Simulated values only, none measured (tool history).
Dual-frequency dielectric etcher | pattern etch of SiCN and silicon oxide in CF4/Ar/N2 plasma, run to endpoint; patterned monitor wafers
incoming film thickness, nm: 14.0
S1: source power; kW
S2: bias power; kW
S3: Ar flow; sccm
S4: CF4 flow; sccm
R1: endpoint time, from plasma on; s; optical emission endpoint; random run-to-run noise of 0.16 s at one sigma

run 1 hour=0.0 | S1=0.520 S2=0.052 S3=126 S4=64 | R1=16.831
run 2 hour=3.7 | S1=0.520 S2=0.052 S3=126 S4=53 | R1=17.646
run 3 hour=8.0 | S1=0.490 S2=0.052 S3=126 S4=53 | R1=17.953
run 4 hour=15.8 | S1=0.450 S2=0.051 S3=127 S4=53 | R1=19.156
run 5 hour=16.3 | S1=0.450 S2=0.051 S3=111 S4=53 | R1=18.718
run 6 hour=18.6 | S1=0.450 S2=0.051 S3=128 S4=53 | R1=19.255

What does the tool deliver on the next run?
run 7 hour=25.6 | S1=0.450 S2=0.051 S3=128 S4=53 | R1=?

{"run 7": {"R1": 19.392}}

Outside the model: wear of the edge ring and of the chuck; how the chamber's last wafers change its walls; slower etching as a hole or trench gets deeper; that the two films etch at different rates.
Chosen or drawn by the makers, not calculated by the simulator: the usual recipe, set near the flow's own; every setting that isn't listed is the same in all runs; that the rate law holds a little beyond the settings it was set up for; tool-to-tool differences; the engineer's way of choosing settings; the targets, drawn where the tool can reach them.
